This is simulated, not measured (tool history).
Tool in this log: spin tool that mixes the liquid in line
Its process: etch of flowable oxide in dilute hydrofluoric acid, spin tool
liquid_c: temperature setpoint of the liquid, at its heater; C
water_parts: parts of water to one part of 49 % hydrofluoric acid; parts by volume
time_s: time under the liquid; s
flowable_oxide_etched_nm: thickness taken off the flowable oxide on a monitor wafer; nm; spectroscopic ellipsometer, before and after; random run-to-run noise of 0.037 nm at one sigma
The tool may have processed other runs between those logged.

run	hour	liquid_c	water_parts	time_s	flowable_oxide_etched_nm
1	0.0	23.0	165	55	8.2420
2	4.0	23.0	220	55	5.8351
3	6.2	25.0	215	55	6.4420
4	9.9	26.5	210	55	6.9692
5	10.5	24.5	210	55	6.5631
6	15.9	24.5	210	60	7.1070
7	18.6	26.0	210	60	7.5371
8	27.3	27.5	210	60	7.8495
9	35.6	28.5	210	60	8.1075

Forecast run 10:
10	41.6	29.0	210	60	?

Run 10 yielded flowable_oxide_etched_nm 8.3048 nm.

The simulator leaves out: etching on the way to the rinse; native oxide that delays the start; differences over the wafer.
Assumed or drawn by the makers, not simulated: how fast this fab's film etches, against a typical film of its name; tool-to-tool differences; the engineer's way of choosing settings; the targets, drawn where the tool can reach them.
